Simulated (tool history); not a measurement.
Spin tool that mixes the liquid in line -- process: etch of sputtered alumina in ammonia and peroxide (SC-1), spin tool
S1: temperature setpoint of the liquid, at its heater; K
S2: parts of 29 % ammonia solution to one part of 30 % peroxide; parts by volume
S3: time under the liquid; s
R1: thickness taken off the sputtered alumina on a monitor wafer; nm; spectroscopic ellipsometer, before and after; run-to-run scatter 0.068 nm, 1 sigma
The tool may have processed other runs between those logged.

run,day,S1,S2,S3,R1
1,0.000,324.15,0.95,260,15.853
2,0.367,324.15,0.95,285,17.591
3,0.529,323.15,0.95,285,16.484
4,0.562,323.15,0.95,260,14.964
5,0.625,322.65,0.95,260,14.724
6,0.688,329.65,0.95,260,21.358

Run 7 comes next. What will it give?
# day 0.854: heated supply line repaired
7,0.854,328.15,0.95,260,?

Run 7 yielded R1 23.668 nm.
